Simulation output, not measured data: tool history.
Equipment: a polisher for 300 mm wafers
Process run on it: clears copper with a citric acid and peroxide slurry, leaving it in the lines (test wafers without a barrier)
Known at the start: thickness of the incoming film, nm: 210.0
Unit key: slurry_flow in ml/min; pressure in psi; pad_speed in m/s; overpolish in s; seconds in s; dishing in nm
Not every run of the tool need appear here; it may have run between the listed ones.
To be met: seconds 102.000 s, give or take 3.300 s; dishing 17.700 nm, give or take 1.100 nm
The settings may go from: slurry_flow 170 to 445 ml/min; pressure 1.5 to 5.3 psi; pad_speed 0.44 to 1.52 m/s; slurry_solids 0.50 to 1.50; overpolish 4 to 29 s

run    day  slurry_flow  pressure  pad_speed  slurry_solids  overpolish  seconds  dishing
  1  0.000          285       3.4       0.98           1.00          15  109.240   21.835
  2  0.188          285       3.5       0.98           1.00          14  107.960   21.090
  3  0.525          285       4.1       0.98           1.00          14   93.101   24.301
  4  0.742          350       4.1       0.98           1.00          14   91.212   24.434
     0.888  -- worn pad replaced by a new one
  5  0.888          305       4.1       0.98           1.00          14   85.873   27.002
  6  1.067          305       4.8       0.98           1.00          14   72.429   29.736
  7  1.412          305       4.5       0.98           1.00          13   78.208   25.358
  8  1.708          305       4.2       0.98           1.00          12   83.948   23.438

Which single option among these 4 for the next run brings every result within its allowed miss of target? Just one does.
  A  2.004          375       4.1       0.92           0.70          11        ?        ?
  B  2.004          380       4.6       0.72           1.10          12        ?        ?
  C  2.004          340       4.2       0.80           1.00          11        ?        ?
  D  2.004          225       5.3       0.92           0.95          16        ?        ?

move  seconds  dishing
   A   95.211   19.203
   B   98.879   20.142
   C  100.250   18.325
   D   73.346   34.013
A: moves toward the targets from the last run without getting all of them in spec
B: puts the biggest miss on target and leaves a different result outside tolerance
C: all results in spec
D: its largest miss is bigger than the last run's
So the answer is move C, the one that meets all the targets.
